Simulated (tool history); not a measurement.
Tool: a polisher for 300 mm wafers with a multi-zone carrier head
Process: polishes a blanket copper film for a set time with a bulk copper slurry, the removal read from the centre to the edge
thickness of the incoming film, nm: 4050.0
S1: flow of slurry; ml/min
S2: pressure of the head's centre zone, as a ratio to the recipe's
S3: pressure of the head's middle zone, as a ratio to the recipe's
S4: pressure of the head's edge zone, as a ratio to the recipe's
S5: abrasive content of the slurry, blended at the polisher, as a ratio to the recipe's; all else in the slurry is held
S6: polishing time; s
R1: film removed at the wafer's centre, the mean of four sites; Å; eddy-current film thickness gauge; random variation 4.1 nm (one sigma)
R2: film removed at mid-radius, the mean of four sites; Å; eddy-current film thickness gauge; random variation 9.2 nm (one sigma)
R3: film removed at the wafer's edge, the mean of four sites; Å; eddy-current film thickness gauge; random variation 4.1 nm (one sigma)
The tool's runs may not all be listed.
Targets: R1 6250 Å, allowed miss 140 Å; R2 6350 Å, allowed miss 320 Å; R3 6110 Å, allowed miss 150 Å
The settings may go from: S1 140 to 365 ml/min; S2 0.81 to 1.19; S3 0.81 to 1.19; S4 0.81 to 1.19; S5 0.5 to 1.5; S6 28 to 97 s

{"run": 1, "hour": 0.0, "S1": 235, "S2": 1, "S3": 1, "S4": 1, "S5": 1, "S6": 62, "R1": 8106.1, "R2": 8113.2, "R3": 8173.6}
{"run": 2, "hour": 5.2, "S1": 235, "S2": 0.99, "S3": 0.99, "S4": 0.95, "S5": 0.85, "S6": 60, "R1": 7535.6, "R2": 7550.8, "R3": 7370.1}
{"run": 3, "hour": 13.3, "S1": 235, "S2": 0.99, "S3": 0.99, "S4": 0.95, "S5": 0.85, "S6": 66, "R1": 8370.7, "R2": 8295.7, "R3": 8157}
{"run": 4, "hour": 16.0, "S1": 235, "S2": 1.04, "S3": 0.99, "S4": 0.95, "S5": 0.85, "S6": 66, "R1": 8815.8, "R2": 8163.1, "R3": 8163.5}
{"run": 5, "hour": 24.8, "S1": 230, "S2": 1, "S3": 0.97, "S4": 0.92, "S5": 0.75, "S6": 64, "R1": 7826.1, "R2": 7803.6, "R3": 7633.2}
{"run": 6, "hour": 31.9, "S1": 235, "S2": 1, "S3": 0.96, "S4": 0.9, "S5": 0.7, "S6": 61, "R1": 7440.3, "R2": 7357.5, "R3": 7152.7}
{"run": 7, "hour": 40.9, "S1": 195, "S2": 0.94, "S3": 0.92, "S4": 0.81, "S5": 0.5, "S6": 56, "R1": 5955.6, "R2": 5751.2, "R3": 5803.8}
{"run": 8, "hour": 44.4, "S1": 210, "S2": 0.94, "S3": 0.93, "S4": 0.82, "S5": 0.5, "S6": 56, "R1": 5898.2, "R2": 6052.9, "R3": 5835.8}
{"run": 9, "hour": 53.3, "S1": 220, "S2": 0.95, "S3": 0.93, "S4": 0.83, "S5": 0.5, "S6": 56, "R1": 6058.4, "R2": 6190.8, "R3": 5915}

Which of these 5 next moves meets every target?
{"run": "A", "hour": 62.2, "S1": 230, "S2": 0.95, "S3": 0.93, "S4": 0.83, "S5": 0.65, "S6": 55, "R1": "?", "R2": "?", "R3": "?"}
{"run": "B", "hour": 62.2, "S1": 235, "S2": 0.99, "S3": 1, "S4": 0.81, "S5": 0.65, "S6": 52, "R1": "?", "R2": "?", "R3": "?"}
{"run": "C", "hour": 62.2, "S1": 330, "S2": 1.04, "S3": 0.99, "S4": 0.85, "S5": 0.5, "S6": 52, "R1": "?", "R2": "?", "R3": "?"}
{"run": "D", "hour": 62.2, "S1": 295, "S2": 1.02, "S3": 1.03, "S4": 0.81, "S5": 0.5, "S6": 51, "R1": "?", "R2": "?", "R3": "?"}
{"run": "E", "hour": 62.2, "S1": 220, "S2": 0.95, "S3": 1.08, "S4": 0.83, "S5": 0.65, "S6": 52, "R1": "?", "R2": "?", "R3": "?"}

move=A R1=6329.2 R2=6261.3 R3=6142.5
move=B R1=6261.6 R2=6309 R3=5762.1
move=C R1=6540.6 R2=6190.4 R3=5756.3
move=D R1=6216.3 R2=6210.5 R3=5494.6
move=E R1=5948 R2=6674.1 R3=5768.4
A: meets every target
B: brings the result that was furthest off to its target, and leaves another outside
C: takes the result that was furthest off past its target
D: brings the result that was furthest off to its target, and leaves another outside
E: further off than the last run
Answer: A
